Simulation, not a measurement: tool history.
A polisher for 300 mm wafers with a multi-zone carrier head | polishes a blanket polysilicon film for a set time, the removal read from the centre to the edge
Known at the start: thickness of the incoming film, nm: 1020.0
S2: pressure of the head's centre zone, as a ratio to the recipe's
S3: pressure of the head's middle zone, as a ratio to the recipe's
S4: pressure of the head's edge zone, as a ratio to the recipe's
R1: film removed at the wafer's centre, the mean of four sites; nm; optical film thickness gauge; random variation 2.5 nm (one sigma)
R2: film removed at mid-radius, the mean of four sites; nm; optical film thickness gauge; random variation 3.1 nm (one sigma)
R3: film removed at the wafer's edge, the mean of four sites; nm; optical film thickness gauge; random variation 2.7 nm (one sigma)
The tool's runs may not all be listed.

run 1 hour=0.0 | flow_of_slurry_(ml/min)=240 S2=1.00 S3=1.00 S4=1.00 polishing_time_(s)=34 | R1=282.63 R2=285.25 R3=283.54
run 2 hour=8.2 | flow_of_slurry_(ml/min)=240 S2=1.00 S3=1.00 S4=1.00 polishing_time_(s)=41 | R1=337.24 R2=338.78 R3=336.20
run 3 hour=13.3 | flow_of_slurry_(ml/min)=300 S2=1.00 S3=1.00 S4=1.00 polishing_time_(s)=41 | R1=354.15 R2=362.36 R3=345.92
run 4 hour=16.9 | flow_of_slurry_(ml/min)=250 S2=1.00 S3=1.00 S4=1.00 polishing_time_(s)=41 | R1=342.62 R2=341.20 R3=340.03
run 5 hour=19.1 | flow_of_slurry_(ml/min)=260 S2=1.02 S3=0.99 S4=0.97 polishing_time_(s)=38 | R1=328.18 R2=315.24 R3=309.28
run 6 hour=22.1 | flow_of_slurry_(ml/min)=265 S2=1.02 S3=0.99 S4=0.94 polishing_time_(s)=36 | R1=307.02 R2=314.18 R3=286.84
run 7 hour=28.0 | flow_of_slurry_(ml/min)=260 S2=1.03 S3=0.96 S4=0.92 polishing_time_(s)=34 | R1=297.12 R2=271.46 R3=267.72
run 8 hour=35.0 | flow_of_slurry_(ml/min)=255 S2=1.03 S3=0.96 S4=0.90 polishing_time_(s)=33 | R1=282.75 R2=269.82 R3=256.81
run 9 hour=39.8 | flow_of_slurry_(ml/min)=245 S2=1.10 S3=0.92 S4=0.81 polishing_time_(s)=28 | R1=258.63 R2=218.61 R3=214.59

The next listed run, before its measurement:
run 10 hour=44.8 | flow_of_slurry_(ml/min)=250 S2=1.10 S3=0.93 S4=0.81 polishing_time_(s)=28 | R1=? R2=? R3=?

{"run 10": {"R1": 255.4, "R2": 227.08, "R3": 207.73}}
